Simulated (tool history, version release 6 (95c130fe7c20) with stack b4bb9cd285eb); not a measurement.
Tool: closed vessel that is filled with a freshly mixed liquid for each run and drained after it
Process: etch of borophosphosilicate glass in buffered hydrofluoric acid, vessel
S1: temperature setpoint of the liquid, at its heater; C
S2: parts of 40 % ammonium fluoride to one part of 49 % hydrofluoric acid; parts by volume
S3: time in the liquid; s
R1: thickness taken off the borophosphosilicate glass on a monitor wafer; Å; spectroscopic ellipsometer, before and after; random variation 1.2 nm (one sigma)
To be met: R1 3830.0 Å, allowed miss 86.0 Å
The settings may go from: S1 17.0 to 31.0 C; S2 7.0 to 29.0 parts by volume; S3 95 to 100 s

run,hour,S1,S2,S3,R1
1,0.0,23.0,18.0,95,1939.4
2,7.8,24.0,17.5,95,2095.9
3,14.0,24.0,13.5,95,2698.1
4,17.1,24.0,17.0,95,2164.8
5,21.8,25.0,16.5,95,2357.4
6,27.2,25.0,14.5,95,2673.0
7,35.0,25.5,14.5,95,2763.4
8,36.2,26.0,14.5,95,2837.7

4 next moves are on the table. One of them brings every result within its allowed miss. Which?
A,37.4,20.0,7.5,100,?
B,37.4,25.5,11.0,100,?
C,37.4,30.5,17.5,100,?
D,37.4,29.5,11.0,100,?

move,R1
A,4056.6
B,3812.6
C,3143.5
D,4709.0
A: takes the result that was furthest off past its target
B: meets every target
C: nearer than the last run, and not there yet
D: takes the result that was furthest off past its target
Answer: B
